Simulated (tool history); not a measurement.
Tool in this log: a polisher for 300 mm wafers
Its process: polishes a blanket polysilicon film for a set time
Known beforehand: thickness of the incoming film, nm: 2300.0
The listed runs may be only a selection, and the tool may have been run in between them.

| run | day | flow of slurry (ml/min) | pressure of the wafer on the pad (kPa) | speed of the pad under the wafer (m/s) | polishing time (s) | film removed (Å) |
|---|---|---|---|---|---|---|
| 1 | 0.000 | 260 | 22.1 | 1.26 | 45 | 4391.1 |
| 2 | 0.354 | 260 | 22.1 | 1.00 | 45 | 3501.4 |
| 3 | 0.533 | 260 | 20.0 | 0.96 | 45 | 3022.9 |
| 4 | 0.592 | 300 | 20.0 | 0.96 | 45 | 3121.9 |
| 5 | 0.712 | 270 | 20.0 | 0.96 | 45 | 3099.9 |
| 6 | 0.779 | 270 | 17.9 | 0.94 | 45 | 2810.3 |

Run 7 comes next. What will it give?
| 7 | 1.079 | 270 | 16.5 | 0.90 | 45 | ? |

film removed (Å): 2508.4
